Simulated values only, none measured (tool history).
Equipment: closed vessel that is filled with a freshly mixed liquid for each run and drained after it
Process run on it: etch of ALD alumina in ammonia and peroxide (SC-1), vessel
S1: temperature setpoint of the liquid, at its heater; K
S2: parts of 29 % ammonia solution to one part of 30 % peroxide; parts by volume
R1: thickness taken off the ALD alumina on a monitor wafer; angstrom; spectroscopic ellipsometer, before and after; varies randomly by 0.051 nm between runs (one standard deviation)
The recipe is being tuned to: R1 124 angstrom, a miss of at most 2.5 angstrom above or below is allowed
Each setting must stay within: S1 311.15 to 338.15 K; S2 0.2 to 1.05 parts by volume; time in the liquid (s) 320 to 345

run 1 day=0 | S1=322.15 S2=0.55 time_in_the_liquid_(s)=320 | R1=111.07
run 2 day=0.346 | S1=322.15 S2=0.55 time_in_the_liquid_(s)=320 | R1=111.81
run 3 day=0.496 | S1=322.65 S2=0.55 time_in_the_liquid_(s)=320 | R1=115.18
run 4 day=0.817 | S1=323.15 S2=0.55 time_in_the_liquid_(s)=320 | R1=117.75
run 5 day=1.017 | S1=323.65 S2=0.55 time_in_the_liquid_(s)=320 | R1=120.58
run 6 day=1.388 | S1=320.65 S2=0.55 time_in_the_liquid_(s)=320 | R1=102.31
run 7 day=1.75 | S1=321.15 S2=0.55 time_in_the_liquid_(s)=320 | R1=105.38
run 8 day=1.938 | S1=321.65 S2=0.55 time_in_the_liquid_(s)=320 | R1=108.5
-- day=2.138 ammonia flow meter replaced
run 9 day=2.138 | S1=322.15 S2=0.55 time_in_the_liquid_(s)=320 | R1=112.29

Next run, 4 choices. One meets every target within its allowed miss, the rest don't. Which?
run A day=2.338 | S1=322.15 S2=0.7 time_in_the_liquid_(s)=345 | R1=?
run B day=2.338 | S1=326.65 S2=0.2 time_in_the_liquid_(s)=320 | R1=?
run C day=2.338 | S1=322.65 S2=0.7 time_in_the_liquid_(s)=325 | R1=?
run D day=2.338 | S1=321.15 S2=0.65 time_in_the_liquid_(s)=345 | R1=?

move=A R1=123.96
move=B R1=130.43
move=C R1=120.04
move=D R1=116.43
A: every result lands within tolerance
B: pushes the last run's worst result past its target
C: nearer the targets than the last run, but a result is still out of spec
D: nearer the targets than the last run, but a result is still out of spec
A meets every target.
